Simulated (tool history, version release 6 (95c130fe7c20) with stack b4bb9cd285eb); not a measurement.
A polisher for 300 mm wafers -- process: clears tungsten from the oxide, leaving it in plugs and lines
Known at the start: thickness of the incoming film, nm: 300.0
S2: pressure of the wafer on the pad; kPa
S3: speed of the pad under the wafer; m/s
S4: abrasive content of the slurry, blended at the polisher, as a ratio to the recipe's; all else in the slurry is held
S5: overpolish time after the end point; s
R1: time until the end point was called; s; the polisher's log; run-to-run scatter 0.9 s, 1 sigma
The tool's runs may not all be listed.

run 1 hour=0.0 | flow_of_slurry_(ml/min)=170 S2=19.3 S3=1.14 S4=1.00 S5=44 | R1=76.307
run 2 hour=2.4 | flow_of_slurry_(ml/min)=170 S2=19.3 S3=0.96 S4=1.00 S5=44 | R1=87.962
run 3 hour=10.3 | flow_of_slurry_(ml/min)=170 S2=20.7 S3=0.96 S4=1.00 S5=44 | R1=83.182
run 4 hour=13.0 | flow_of_slurry_(ml/min)=170 S2=22.1 S3=0.96 S4=1.00 S5=44 | R1=78.769
run 5 hour=16.2 | flow_of_slurry_(ml/min)=170 S2=22.1 S3=1.08 S4=1.00 S5=44 | R1=70.019
run 6 hour=18.1 | flow_of_slurry_(ml/min)=170 S2=22.1 S3=1.08 S4=1.05 S5=44 | R1=68.575

Run 7 is up next; what results do you expect?
run 7 hour=25.4 | flow_of_slurry_(ml/min)=170 S2=22.8 S3=1.08 S4=1.05 S5=44 | R1=?

R1: 66.313 s
